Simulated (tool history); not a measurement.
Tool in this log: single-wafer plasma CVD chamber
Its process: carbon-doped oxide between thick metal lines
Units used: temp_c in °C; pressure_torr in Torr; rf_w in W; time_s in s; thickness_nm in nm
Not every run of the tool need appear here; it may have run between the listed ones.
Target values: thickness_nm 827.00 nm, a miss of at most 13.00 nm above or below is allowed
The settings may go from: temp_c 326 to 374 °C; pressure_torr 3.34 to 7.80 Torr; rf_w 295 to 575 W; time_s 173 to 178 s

run	hour	temp_c	pressure_torr	rf_w	time_s	thickness_nm
1	0.0	350	5.57	435	173	929.03
2	1.7	341	5.57	435	173	950.35
3	7.5	341	5.57	435	178	976.74
4	10.1	344	5.03	420	178	919.70
5	15.7	348	4.66	420	178	903.90
6	21.7	351	4.29	415	178	879.81
7	25.6	353	4.02	415	178	864.47
8	29.2	355	3.86	415	178	855.90
9	35.7	357	3.74	415	178	848.27

Which one of the following 4 next-run settings gets every result inside its allowed miss? There is exactly one.
A	42.2	359	4.01	425	174	?
B	42.2	356	3.39	430	177	?
C	42.2	355	4.43	415	176	?
D	42.2	356	3.34	425	173	?

move	thickness_nm
A	850.33
B	860.54
C	861.43
D	830.57
A: further off than the last run
B: further off than the last run
C: further off than the last run
D: all results land within tolerance of their targets
The right move is D.
